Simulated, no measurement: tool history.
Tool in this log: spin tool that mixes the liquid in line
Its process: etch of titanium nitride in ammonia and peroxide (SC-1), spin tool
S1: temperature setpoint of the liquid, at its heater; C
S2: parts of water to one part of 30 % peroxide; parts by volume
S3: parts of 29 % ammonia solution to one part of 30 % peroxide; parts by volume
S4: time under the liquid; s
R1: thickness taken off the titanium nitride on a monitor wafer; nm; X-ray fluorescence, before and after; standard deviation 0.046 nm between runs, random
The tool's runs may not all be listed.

run 1 day=0 | S1=50 S2=7 S3=0.6 S4=270 | R1=12.75
run 2 day=0.079 | S1=49.5 S2=7 S3=0.6 S4=270 | R1=12.251
run 3 day=0.167 | S1=49.5 S2=8.5 S3=0.6 S4=270 | R1=11.079
run 4 day=0.462 | S1=49 S2=8.5 S3=0.6 S4=270 | R1=10.752
run 5 day=0.596 | S1=49 S2=8.5 S3=0.8 S4=270 | R1=11.34
run 6 day=0.862 | S1=44 S2=8.5 S3=0.8 S4=270 | R1=7.8723
run 7 day=0.95 | S1=44.5 S2=8.5 S3=0.8 S4=270 | R1=8.1147
run 8 day=1.142 | S1=44.5 S2=8.5 S3=0.8 S4=270 | R1=8.1213
run 9 day=1.238 | S1=45 S2=8.5 S3=0.8 S4=270 | R1=8.4575
run 10 day=1.438 | S1=45.5 S2=8.5 S3=0.8 S4=270 | R1=8.7691

The next listed run, before its measurement:
run 11 day=1.767 | S1=47.5 S2=8.5 S3=0.8 S4=270 | R1=?

{"run 11": {"R1": 10.115}}
